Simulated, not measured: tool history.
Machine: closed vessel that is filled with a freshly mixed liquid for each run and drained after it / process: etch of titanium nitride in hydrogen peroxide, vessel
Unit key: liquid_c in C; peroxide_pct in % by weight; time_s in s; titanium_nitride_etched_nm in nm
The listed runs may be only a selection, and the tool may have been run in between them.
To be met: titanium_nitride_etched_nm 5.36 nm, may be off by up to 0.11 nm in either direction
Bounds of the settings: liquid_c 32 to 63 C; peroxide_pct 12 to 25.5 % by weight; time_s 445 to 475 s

| run | day | liquid_c | peroxide_pct | time_s | titanium_nitride_etched_nm |
|---|---|---|---|---|---|
| 1 | 0 | 47 | 17.5 | 445 | 10.569 |
| 2 | 0.267 | 45 | 17.5 | 445 | 9.1895 |
| 3 | 0.446 | 45 | 14 | 445 | 8.7847 |
| 4 | 0.771 | 43.5 | 14 | 445 | 7.8284 |
| 5 | 0.812 | 46.5 | 14 | 445 | 9.7503 |
| 6 | 0.9 | 46.5 | 15.5 | 445 | 10.019 |
| 7 | 1.162 | 46.5 | 15.5 | 445 | 9.9444 |
|  | 1.225 | thermometer replaced |
| 8 | 1.225 | 44.5 | 15.5 | 445 | 7.5983 |
| 9 | 1.333 | 44 | 15.5 | 445 | 7.4425 |
| 10 | 1.567 | 43.5 | 15.5 | 445 | 7.0807 |
| 11 | 1.9 | 39 | 15.5 | 445 | 5.046 |
| 12 | 2.179 | 39 | 15.5 | 445 | 5.0078 |
| 13 | 2.512 | 39.5 | 15.5 | 445 | 5.2362 |

Next run, 5 choices. One meets every target within its allowed miss, the rest don't. Which?
| A | 2.846 | 40 | 15 | 445 | ? |
| B | 2.846 | 38 | 16 | 475 | ? |
| C | 2.846 | 39 | 16.5 | 445 | ? |
| D | 2.846 | 40 | 13 | 475 | ? |
| E | 2.846 | 40 | 17.5 | 445 | ? |

| move | titanium_nitride_etched_nm |
|---|---|
| A | 5.3713 |
| B | 4.9783 |
| C | 5.0735 |
| D | 5.5639 |
| E | 5.5492 |
A: all results in spec
B: misses by more than the last run did
C: misses by more than the last run did
D: takes the result that was furthest off past its target
E: takes the result that was furthest off past its target
A is the move that brings every result within its allowed miss.
